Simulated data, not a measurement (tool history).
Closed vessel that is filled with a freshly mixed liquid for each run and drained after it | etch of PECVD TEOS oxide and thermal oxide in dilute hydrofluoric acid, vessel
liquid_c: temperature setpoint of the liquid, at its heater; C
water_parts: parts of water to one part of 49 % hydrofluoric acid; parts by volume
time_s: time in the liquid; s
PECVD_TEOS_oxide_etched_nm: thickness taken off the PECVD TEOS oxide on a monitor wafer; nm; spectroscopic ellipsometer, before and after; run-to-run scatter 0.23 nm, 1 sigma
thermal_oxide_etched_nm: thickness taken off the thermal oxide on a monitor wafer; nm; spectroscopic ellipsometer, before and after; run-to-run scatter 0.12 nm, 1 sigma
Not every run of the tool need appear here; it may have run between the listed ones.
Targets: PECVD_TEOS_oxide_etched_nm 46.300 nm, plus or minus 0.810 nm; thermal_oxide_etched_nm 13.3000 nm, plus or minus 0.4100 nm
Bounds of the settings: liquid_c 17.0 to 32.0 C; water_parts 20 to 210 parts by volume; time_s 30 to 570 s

run,hour,liquid_c,water_parts,time_s,PECVD_TEOS_oxide_etched_nm,thermal_oxide_etched_nm
1,0.0,24.0,115,290,34.078,9.6594
2,8.5,27.0,115,290,38.222,11.0650
3,9.6,27.0,80,290,57.472,16.5470
4,18.4,26.0,80,290,55.388,15.7500
5,26.7,25.5,80,290,54.195,15.4860
6,28.3,25.5,40,290,113.910,32.8200
7,30.2,25.5,40,290,114.340,33.1580
# hour 33.6: hydrofluoric acid flow meter replaced
8,33.6,24.5,50,290,98.722,28.2020
9,41.3,25.0,60,290,82.696,24.0200
10,49.4,25.0,65,290,75.610,22.0310
11,51.6,25.5,70,290,71.411,20.8330
12,57.0,25.0,75,290,65.322,18.5460
13,61.2,21.0,80,280,49.622,14.2160
14,66.0,20.5,80,280,48.863,13.9420

Which of these 4 next moves meets every target?
A,70.8,19.5,70,270,?,?
B,70.8,20.0,80,295,?,?
C,70.8,17.0,105,415,?,?
D,70.8,22.0,60,190,?,?

move,PECVD_TEOS_oxide_etched_nm,thermal_oxide_etched_nm
A,52.771,15.1760
B,50.925,14.6460
C,46.852,13.4740
D,48.675,13.9980
A: further off than the last run
B: further off than the last run
C: every result lands within tolerance
D: gains on the last run, yet a result remains outside its allowed miss
Go with C: it meets all targets.

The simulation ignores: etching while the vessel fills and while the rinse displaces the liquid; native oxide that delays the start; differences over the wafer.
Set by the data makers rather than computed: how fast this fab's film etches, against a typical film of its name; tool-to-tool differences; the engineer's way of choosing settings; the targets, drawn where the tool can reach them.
